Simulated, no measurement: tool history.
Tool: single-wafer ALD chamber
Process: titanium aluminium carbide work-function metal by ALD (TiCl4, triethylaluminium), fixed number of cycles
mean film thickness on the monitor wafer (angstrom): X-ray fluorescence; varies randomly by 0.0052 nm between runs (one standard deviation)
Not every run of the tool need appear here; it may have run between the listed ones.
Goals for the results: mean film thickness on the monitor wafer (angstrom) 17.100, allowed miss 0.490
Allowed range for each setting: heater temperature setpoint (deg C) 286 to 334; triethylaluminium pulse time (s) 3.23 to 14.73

run  hour  heater temperature setpoint (deg C)  triethylaluminium pulse time (s)  mean film thickness on the monitor wafer (angstrom)
  1   0.0                                  310                              8.98                                               21.080
  2   4.8                                  308                              8.40                                               20.721
  3  10.7                                  308                              7.20                                               20.407
  4  15.2                                  316                              7.20                                               21.160
     17.7  -- thermocouple changed; heater temperature recalibrated
  5  17.7                                  316                              4.76                                               19.332
  6  23.0                                  316                              6.34                                               20.372
  7  31.1                                  314                              6.03                                               20.086
  8  35.4                                  312                              5.75                                               19.736
  9  41.5                                  310                              5.50                                               19.428
 10  48.9                                  308                              5.27                                               19.126

Which of these 5 next moves meets every target?
  A  56.3                                  298                              3.54                                                    ?
  B  56.3                                  306                              4.05                                                    ?
  C  56.3                                  315                              7.63                                                    ?
  D  56.3                                  319                              5.86                                                    ?
  E  56.3                                  310                             13.56                                                    ?

move  mean film thickness on the monitor wafer (angstrom)
   A                                               16.999
   B                                               18.118
   C                                               20.960
   D                                               20.530
   E                                               21.561
A: all results in spec
B: closer than the last run, but not yet in spec
C: misses by more than the last run did
D: misses by more than the last run did
E: misses by more than the last run did
Correct choice: A, which meets every target
